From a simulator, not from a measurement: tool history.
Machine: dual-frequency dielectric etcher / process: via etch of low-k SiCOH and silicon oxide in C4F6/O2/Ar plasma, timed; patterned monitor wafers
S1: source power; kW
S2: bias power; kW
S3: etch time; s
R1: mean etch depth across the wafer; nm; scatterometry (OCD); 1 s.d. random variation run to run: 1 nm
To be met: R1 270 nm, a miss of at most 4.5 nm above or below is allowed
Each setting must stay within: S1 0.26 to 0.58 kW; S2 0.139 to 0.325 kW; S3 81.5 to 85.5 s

run,day,S1,S2,S3,R1
1,0,0.42,0.232,81.5,230.97
2,0.362,0.47,0.238,81.5,245.22
3,0.625,0.47,0.238,81.5,246.73
4,0.658,0.47,0.238,81.5,245
5,0.725,0.5,0.241,81.5,254.25
# day 1.067: source power generator calibrated
6,1.067,0.44,0.241,81.5,235.83
7,1.267,0.47,0.245,81.5,245.47
8,1.471,0.5,0.248,81.5,252.65
9,1.625,0.52,0.251,81.5,255.92
10,1.675,0.54,0.254,81.5,264.9
11,1.696,0.55,0.255,81.5,265.35

Below are 5 possible settings for the next run. Only one of them brings all results inside the allowed miss of their targets. Which is it?
A,1.717,0.57,0.231,81.5,?
B,1.717,0.48,0.314,81.5,?
C,1.717,0.5,0.259,83,?
D,1.717,0.5,0.265,82,?
E,1.717,0.58,0.238,85.5,?

move,R1
A,258.4
B,271.05
C,260.24
D,259.43
E,276.27
A: lands further from the targets than the last run did
B: each result inside its tolerance
C: lands further from the targets than the last run did
D: lands further from the targets than the last run did
E: moves the result that the last run missed by most past its target, out the other side
The move that meets every target is B.
